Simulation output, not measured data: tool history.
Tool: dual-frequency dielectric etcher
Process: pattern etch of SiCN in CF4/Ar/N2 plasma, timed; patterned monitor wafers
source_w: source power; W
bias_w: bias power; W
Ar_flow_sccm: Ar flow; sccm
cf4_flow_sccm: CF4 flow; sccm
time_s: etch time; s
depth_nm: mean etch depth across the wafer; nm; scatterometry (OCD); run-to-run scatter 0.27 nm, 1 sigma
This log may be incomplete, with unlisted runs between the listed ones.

run	hour	source_w	bias_w	Ar_flow_sccm	cf4_flow_sccm	time_s	depth_nm
1	0.0	330	76	89	62	108	69.693
2	4.2	330	76	83	62	108	70.352
3	12.2	340	76	83	62	108	72.669
4	15.9	340	76	91	62	108	71.169
5	18.4	340	76	104	62	108	69.324
6	26.7	350	76	104	62	108	71.109
7	35.6	360	76	104	62	108	73.261

Run 8 has not been measured yet. What should we expect?
8	44.5	370	76	104	62	108	?

Run 8 measured depth_nm 74.621 nm.

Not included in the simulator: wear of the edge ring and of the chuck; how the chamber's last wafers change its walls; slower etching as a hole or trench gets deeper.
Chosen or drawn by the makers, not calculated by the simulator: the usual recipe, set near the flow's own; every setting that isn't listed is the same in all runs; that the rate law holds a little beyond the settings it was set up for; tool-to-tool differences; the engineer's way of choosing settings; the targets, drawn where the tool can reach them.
